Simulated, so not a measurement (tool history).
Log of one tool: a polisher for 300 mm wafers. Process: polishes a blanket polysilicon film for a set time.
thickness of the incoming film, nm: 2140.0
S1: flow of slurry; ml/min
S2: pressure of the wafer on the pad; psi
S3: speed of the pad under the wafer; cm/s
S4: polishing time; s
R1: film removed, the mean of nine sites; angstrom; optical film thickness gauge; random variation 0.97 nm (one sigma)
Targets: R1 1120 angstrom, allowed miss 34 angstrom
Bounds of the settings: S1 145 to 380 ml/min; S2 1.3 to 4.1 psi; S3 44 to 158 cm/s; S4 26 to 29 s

| run | hour | S1 | S2 | S3 | S4 | R1 |
|---|---|---|---|---|---|---|
| 1 | 0 | 245 | 2.7 | 100 | 29 | 1717.3 |
| 2 | 7.7 | 245 | 2.7 | 100 | 29 | 1726.8 |
| 3 | 11.9 | 245 | 2.7 | 100 | 26 | 1545.3 |
| 4 | 14.5 | 245 | 2.7 | 100 | 26 | 1557.5 |
| 5 | 23.3 | 215 | 2.7 | 100 | 26 | 1521.3 |
| 6 | 31.7 | 205 | 2.5 | 100 | 26 | 1416.4 |
|  | 40.7 | worn pad replaced by a new one |
| 7 | 40.7 | 200 | 2.3 | 100 | 26 | 1455.1 |
| 8 | 46.4 | 200 | 2 | 94 | 26 | 1172.4 |

4 next moves are on the table. One of them brings every result within its allowed miss. Which?
| A | 52.1 | 170 | 1.9 | 98 | 28 | ? |
| B | 52.1 | 260 | 2.2 | 86 | 26 | ? |
| C | 52.1 | 195 | 1.9 | 92 | 27 | ? |
| D | 52.1 | 145 | 2.7 | 68 | 29 | ? |

| move | R1 |
|---|---|
| A | 1224 |
| B | 1225.7 |
| C | 1136.2 |
| D | 1212.3 |
A: further off than the last run
B: further off than the last run
C: meets every target
D: further off than the last run
Answer: C
